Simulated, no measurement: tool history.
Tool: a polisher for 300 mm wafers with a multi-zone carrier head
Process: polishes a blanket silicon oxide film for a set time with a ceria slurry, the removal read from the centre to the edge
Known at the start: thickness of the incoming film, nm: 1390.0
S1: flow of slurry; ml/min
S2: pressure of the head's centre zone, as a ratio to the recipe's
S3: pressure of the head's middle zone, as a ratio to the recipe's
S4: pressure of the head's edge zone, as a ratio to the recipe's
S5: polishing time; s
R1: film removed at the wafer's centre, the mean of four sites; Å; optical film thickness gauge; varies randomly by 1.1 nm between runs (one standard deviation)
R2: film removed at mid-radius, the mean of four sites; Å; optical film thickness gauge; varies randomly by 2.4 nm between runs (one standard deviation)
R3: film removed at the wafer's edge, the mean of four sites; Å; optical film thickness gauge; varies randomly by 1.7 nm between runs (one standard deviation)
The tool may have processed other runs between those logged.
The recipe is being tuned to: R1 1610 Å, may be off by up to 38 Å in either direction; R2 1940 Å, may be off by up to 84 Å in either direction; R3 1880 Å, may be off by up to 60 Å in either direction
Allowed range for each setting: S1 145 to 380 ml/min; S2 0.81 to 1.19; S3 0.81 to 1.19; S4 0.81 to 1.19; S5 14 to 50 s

| run | hour | S1 | S2 | S3 | S4 | S5 | R1 | R2 | R3 |
|---|---|---|---|---|---|---|---|---|---|
| 1 | 0 | 245 | 1 | 1 | 1 | 32 | 1938.2 | 1944 | 1907.3 |
| 2 | 7.6 | 235 | 0.97 | 1.01 | 1 | 32 | 1875.1 | 1956.4 | 1938.4 |
| 3 | 11 | 235 | 0.97 | 1.01 | 1 | 38 | 2221.4 | 2331.9 | 2288.3 |
| 4 | 18.2 | 230 | 0.94 | 1 | 0.97 | 37 | 2047.9 | 2236.9 | 2246.8 |
| 5 | 26.5 | 230 | 0.94 | 1.05 | 0.97 | 37 | 2087.2 | 2412.9 | 2175.9 |
| 6 | 35.1 | 230 | 0.92 | 1.04 | 0.95 | 36 | 1990 | 2209.8 | 2128.7 |
| 7 | 42.5 | 190 | 0.82 | 1.13 | 0.87 | 32 | 1533.4 | 2086.3 | 1834.8 |
| 8 | 47.8 | 195 | 0.83 | 1.11 | 0.88 | 32 | 1543.9 | 2089.7 | 1835.8 |
| 9 | 50.5 | 200 | 0.84 | 1.09 | 0.89 | 32 | 1584.4 | 2071.1 | 1820.4 |
| 10 | 57.6 | 195 | 0.84 | 1.07 | 0.92 | 32 | 1580.3 | 2034.7 | 1834.5 |

Next run, 5 choices. One meets every target within its allowed miss, the rest don't. Which?
| A | 64.7 | 210 | 0.81 | 1.07 | 0.89 | 34 | ? | ? | ? |
| B | 64.7 | 210 | 0.81 | 1.07 | 0.9 | 32 | ? | ? | ? |
| C | 64.7 | 145 | 0.83 | 0.97 | 0.86 | 34 | ? | ? | ? |
| D | 64.7 | 180 | 0.83 | 0.98 | 0.91 | 32 | ? | ? | ? |
| E | 64.7 | 180 | 0.83 | 1.13 | 0.97 | 33 | ? | ? | ? |

| move | R1 | R2 | R3 |
|---|---|---|---|
| A | 1630.7 | 2169 | 1958.9 |
| B | 1534.8 | 2041.4 | 1851.8 |
| C | 1598.1 | 1922.3 | 1880.1 |
| D | 1544.7 | 1868.1 | 1840.5 |
| E | 1594.6 | 2169.3 | 1943.9 |
A: lands further from the targets than the last run did
B: lands further from the targets than the last run did
C: in spec on every target
D: meets the target for the result that was furthest off, but another lies outside its allowed miss
E: lands further from the targets than the last run did
Move C is the one to make.
